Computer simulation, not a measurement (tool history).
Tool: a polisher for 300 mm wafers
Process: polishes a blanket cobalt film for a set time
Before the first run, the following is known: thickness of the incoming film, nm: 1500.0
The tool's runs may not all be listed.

run,hour,flow of slurry (ml/min),pressure of the wafer on the pad (psi),speed of the pad under the wafer (cm/s),polishing time (s),film removed (nm)
1,0.0,225,2.5,116,39,237.44
2,2.4,220,2.1,114,39,202.58
3,9.3,220,1.8,110,39,170.03
4,13.4,220,2.1,110,39,194.25
5,19.4,220,1.8,108,39,165.13
6,21.7,220,1.8,126,39,191.86
7,27.3,220,1.6,122,39,165.45
8,33.0,220,1.5,120,39,156.04
9,41.5,220,1.4,118,39,144.42
10,49.9,220,1.3,118,39,138.02
11,55.3,220,1.2,118,39,129.38
12,63.0,220,1.1,118,39,117.79
13,66.9,220,1.2,118,39,125.69

Run 14 has not been measured yet. What should we expect?
14,70.6,215,1.2,118,39,?

film removed (nm): 127.65
